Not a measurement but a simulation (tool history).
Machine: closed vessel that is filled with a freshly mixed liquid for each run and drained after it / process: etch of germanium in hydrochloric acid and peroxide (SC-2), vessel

| run | hour | temperature setpoint of the liquid (K) | parts of water to one part each of 37 % hydrochloric acid and 30 % peroxide (parts by volume) | time in the liquid (s) | thickness taken off the germanium on a monitor wafer (nm) |
|---|---|---|---|---|---|
| 1 | 0.0 | 337.15 | 7.0 | 95 | 321.56 |
| 2 | 1.9 | 340.65 | 7.0 | 95 | 355.02 |
| 3 | 8.7 | 342.15 | 6.5 | 95 | 370.94 |
| 4 | 13.3 | 343.15 | 6.5 | 95 | 381.12 |
| 5 | 17.3 | 343.15 | 9.0 | 95 | 373.32 |
| 6 | 21.5 | 345.15 | 9.0 | 95 | 392.62 |
| 7 | 22.9 | 345.15 | 8.5 | 95 | 393.96 |

Predict the results of run 8:
| 8 | 27.1 | 345.15 | 8.5 | 95 | ? |

{"run 8": {"thickness taken off the germanium on a monitor wafer (nm)": 397.45}}
